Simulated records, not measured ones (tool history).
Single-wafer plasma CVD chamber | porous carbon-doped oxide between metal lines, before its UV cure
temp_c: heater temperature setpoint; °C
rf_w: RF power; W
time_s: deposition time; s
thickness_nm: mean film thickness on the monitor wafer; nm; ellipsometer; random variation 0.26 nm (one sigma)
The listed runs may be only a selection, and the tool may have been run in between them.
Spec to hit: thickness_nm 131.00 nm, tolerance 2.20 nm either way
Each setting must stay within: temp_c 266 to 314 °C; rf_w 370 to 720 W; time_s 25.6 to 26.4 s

run    day  temp_c  rf_w  time_s  thickness_nm
  1  0.000     290   545    25.6        149.51
  2  0.092     290   545    26.4        154.65
  3  0.275     290   545    26.4        154.16
  4  0.633     290   585    26.4        162.68
  5  1.008     290   635    26.4        172.06
  6  1.325     290   570    26.4        159.57
  7  1.512     297   550    26.4        147.89
  8  1.550     302   545    26.4        142.27

Which one of the following 4 next-run settings gets every result inside its allowed miss? There is exactly one.
  A  1.588     302   490    25.6             ?
  B  1.588     304   520    25.6             ?
  C  1.588     299   475    25.6             ?
  D  1.588     311   520    25.6             ?

move  thickness_nm
   A        127.85
   B        131.85
   C        127.43
   D        126.16
A: takes the result that was furthest off past its target
B: all results in spec
C: takes the result that was furthest off past its target
D: takes the result that was furthest off past its target
Correct choice: B, which meets every target
